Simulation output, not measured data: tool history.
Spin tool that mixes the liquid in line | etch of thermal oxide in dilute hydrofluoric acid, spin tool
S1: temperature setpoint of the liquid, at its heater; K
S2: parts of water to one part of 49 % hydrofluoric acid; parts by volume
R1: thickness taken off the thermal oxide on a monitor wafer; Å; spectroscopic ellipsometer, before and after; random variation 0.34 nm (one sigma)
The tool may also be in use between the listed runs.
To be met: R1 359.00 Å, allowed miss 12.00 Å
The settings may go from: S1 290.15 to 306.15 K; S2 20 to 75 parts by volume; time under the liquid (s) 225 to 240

Run 1, hour 0.0: S1 298.15 K, S2 45 parts by volume, time under the liquid (s) 225. Result: R1 280.97 Å.
Run 2, hour 7.5: S1 299.65 K, S2 45 parts by volume, time under the liquid (s) 225. Result: R1 293.33 Å.
Run 3, hour 13.8: S1 296.15 K, S2 45 parts by volume, time under the liquid (s) 225. Result: R1 258.51 Å.
Run 4, hour 15.6: S1 298.15 K, S2 45 parts by volume, time under the liquid (s) 225. Result: R1 272.83 Å.
Run 5, hour 21.3: S1 300.15 K, S2 45 parts by volume, time under the liquid (s) 225. Result: R1 303.20 Å.
Run 6, hour 29.3: S1 297.65 K, S2 45 parts by volume, time under the liquid (s) 225. Result: R1 271.63 Å.
Run 7, hour 37.3: S1 301.65 K, S2 45 parts by volume, time under the liquid (s) 225. Result: R1 315.64 Å.
Run 8, hour 38.1: S1 302.65 K, S2 45 parts by volume, time under the liquid (s) 225. Result: R1 328.87 Å.

4 next moves are on the table. One of them brings every result within its allowed miss. Which?
Run A, hour 38.9: S1 299.15 K, S2 45 parts by volume, time under the liquid (s) 235. Result: R1 ?.
Run B, hour 38.9: S1 300.65 K, S2 45 parts by volume, time under the liquid (s) 235. Result: R1 ?.
Run C, hour 38.9: S1 301.65 K, S2 40 parts by volume, time under the liquid (s) 225. Result: R1 ?.
Run D, hour 38.9: S1 301.15 K, S2 50 parts by volume, time under the liquid (s) 230. Result: R1 ?.

move      R1
   A  300.83
   B  319.45
   C  360.78
   D  284.87
A: further off than the last run
B: further off than the last run
C: meets every target
D: further off than the last run
Move C is the one to make.
